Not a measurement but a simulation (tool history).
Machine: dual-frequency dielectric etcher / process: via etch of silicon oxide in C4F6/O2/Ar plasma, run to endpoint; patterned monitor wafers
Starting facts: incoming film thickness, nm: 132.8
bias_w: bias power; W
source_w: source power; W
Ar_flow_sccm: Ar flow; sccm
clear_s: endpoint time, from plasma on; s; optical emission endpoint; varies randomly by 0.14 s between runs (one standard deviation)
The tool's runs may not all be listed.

{"run": 1, "hour": 0.0, "bias_w": 459, "source_w": 440, "Ar_flow_sccm": 216, "clear_s": 27.516}
{"run": 2, "hour": 5.2, "bias_w": 406, "source_w": 440, "Ar_flow_sccm": 216, "clear_s": 28.577}
{"run": 3, "hour": 10.2, "bias_w": 332, "source_w": 440, "Ar_flow_sccm": 216, "clear_s": 30.763}
{"run": 4, "hour": 13.1, "bias_w": 397, "source_w": 440, "Ar_flow_sccm": 216, "clear_s": 29.061}
{"run": 5, "hour": 14.5, "bias_w": 397, "source_w": 410, "Ar_flow_sccm": 216, "clear_s": 29.425}
{"run": 6, "hour": 19.6, "bias_w": 431, "source_w": 420, "Ar_flow_sccm": 215, "clear_s": 28.531}
{"run": 7, "hour": 26.9, "bias_w": 459, "source_w": 430, "Ar_flow_sccm": 214, "clear_s": 27.88}

Run 8 has not been measured yet. What should we expect?
{"run": 8, "hour": 35.7, "bias_w": 484, "source_w": 440, "Ar_flow_sccm": 213, "clear_s": "?"}

clear_s: 27.124 s
